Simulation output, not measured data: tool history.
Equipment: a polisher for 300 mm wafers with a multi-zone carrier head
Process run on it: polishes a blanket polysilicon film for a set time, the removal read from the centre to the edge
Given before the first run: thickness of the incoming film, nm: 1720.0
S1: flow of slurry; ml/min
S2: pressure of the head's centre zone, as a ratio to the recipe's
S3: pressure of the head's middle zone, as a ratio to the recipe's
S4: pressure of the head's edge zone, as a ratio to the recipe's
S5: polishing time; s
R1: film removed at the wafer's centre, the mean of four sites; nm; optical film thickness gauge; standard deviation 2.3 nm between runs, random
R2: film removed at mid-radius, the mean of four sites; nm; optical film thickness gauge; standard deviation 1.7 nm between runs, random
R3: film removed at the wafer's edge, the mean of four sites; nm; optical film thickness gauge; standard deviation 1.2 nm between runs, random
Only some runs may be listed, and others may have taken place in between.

Run 1, hour 0: S1 190 ml/min, S2 1, S3 1, S4 1, S5 66 s. Result: R1 235.8 nm, R2 235.22 nm, R3 236.16 nm.
Run 2, hour 5.9: S1 185 ml/min, S2 0.98, S3 0.98, S4 0.98, S5 63 s. Result: R1 221.44 nm, R2 225.78 nm, R3 223.89 nm.
Run 3, hour 9.1: S1 180 ml/min, S2 0.97, S3 0.96, S4 0.98, S5 60 s. Result: R1 207.56 nm, R2 207.12 nm, R3 213.27 nm.
Run 4, hour 16.4: S1 180 ml/min, S2 0.97, S3 0.96, S4 1.03, S5 60 s. Result: R1 208.04 nm, R2 204.35 nm, R3 216.5 nm.
Run 5, hour 17.8: S1 180 ml/min, S2 0.97, S3 0.96, S4 1, S5 60 s. Result: R1 210.52 nm, R2 206.21 nm, R3 215.62 nm.
Run 6, hour 24: S1 180 ml/min, S2 0.97, S3 0.96, S4 1.05, S5 60 s. Result: R1 210.74 nm, R2 202.81 nm, R3 222.25 nm.
Run 7, hour 30.1: S1 175 ml/min, S2 0.96, S3 0.94, S4 1.02, S5 58 s. Result: R1 200.47 nm, R2 197.46 nm, R3 210.16 nm.
Run 8, hour 39: S1 170 ml/min, S2 0.95, S3 0.93, S4 1.01, S5 56 s. Result: R1 188.4 nm, R2 185.27 nm, R3 201.77 nm.
Run 9, hour 46.4: S1 165 ml/min, S2 0.95, S3 0.92, S4 0.99, S5 55 s. Result: R1 188.03 nm, R2 181.37 nm, R3 192.97 nm.
Run 10, hour 49.9: S1 160 ml/min, S2 0.93, S3 0.91, S4 0.98, S5 54 s. Result: R1 174.47 nm, R2 175.38 nm, R3 188.51 nm.
Run 11, hour 57.8: S1 155 ml/min, S2 0.93, S3 0.9, S4 0.96, S5 54 s. Result: R1 171.53 nm, R2 169.26 nm, R3 186.26 nm.
Run 12, hour 66.2: S1 150 ml/min, S2 0.93, S3 0.9, S4 0.94, S5 54 s. Result: R1 172.03 nm, R2 171.74 nm, R3 181.01 nm.

What does the tool deliver on the next run?
Run 13, hour 69.4: S1 145 ml/min, S2 0.93, S3 0.89, S4 0.93, S5 54 s. Result: R1 ?, R2 ?, R3 ?.

R1: 172.33 nm
R2: 163.89 nm
R3: 180.58 nm
